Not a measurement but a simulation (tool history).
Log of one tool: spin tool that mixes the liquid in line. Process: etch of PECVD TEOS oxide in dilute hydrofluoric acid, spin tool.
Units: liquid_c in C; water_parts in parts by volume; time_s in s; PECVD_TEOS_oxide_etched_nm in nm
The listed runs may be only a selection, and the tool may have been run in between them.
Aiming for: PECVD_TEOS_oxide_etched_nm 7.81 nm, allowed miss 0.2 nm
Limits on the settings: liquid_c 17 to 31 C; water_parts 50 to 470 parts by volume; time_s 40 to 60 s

| run | hour | liquid_c | water_parts | time_s | PECVD_TEOS_oxide_etched_nm |
|---|---|---|---|---|---|
| 1 | 0 | 23 | 260 | 60 | 3.7038 |
| 2 | 5.3 | 25 | 230 | 60 | 4.6218 |
| 3 | 12.4 | 25 | 295 | 60 | 3.4108 |
| 4 | 20.9 | 25 | 365 | 60 | 2.5579 |
| 5 | 21.7 | 25 | 440 | 60 | 1.9672 |
| 6 | 28.9 | 26.5 | 350 | 60 | 2.8393 |
| 7 | 36.9 | 27.5 | 285 | 60 | 3.8498 |
| 8 | 45.9 | 28.5 | 240 | 60 | 4.9652 |
| 9 | 48.9 | 29 | 215 | 60 | 5.7578 |
| 10 | 54.1 | 29.5 | 200 | 60 | 6.3641 |
| 11 | 60.4 | 30 | 190 | 60 | 6.9181 |
| 12 | 68.1 | 30.5 | 185 | 60 | 7.2839 |

Exactly one of the 4 candidate moves below puts every result within its allowed miss. Which one?
| A | 75.8 | 30 | 175 | 60 | ? |
| B | 75.8 | 29.5 | 195 | 60 | ? |
| C | 75.8 | 31 | 210 | 60 | ? |
| D | 75.8 | 27 | 135 | 40 | ? |

| move | PECVD_TEOS_oxide_etched_nm |
|---|---|
| A | 7.8349 |
| B | 6.7394 |
| C | 6.4689 |
| D | 6.3845 |
A: hits every target within its allowed miss
B: lands further from the targets than the last run did
C: lands further from the targets than the last run did
D: lands further from the targets than the last run did
Move A is the one to make.
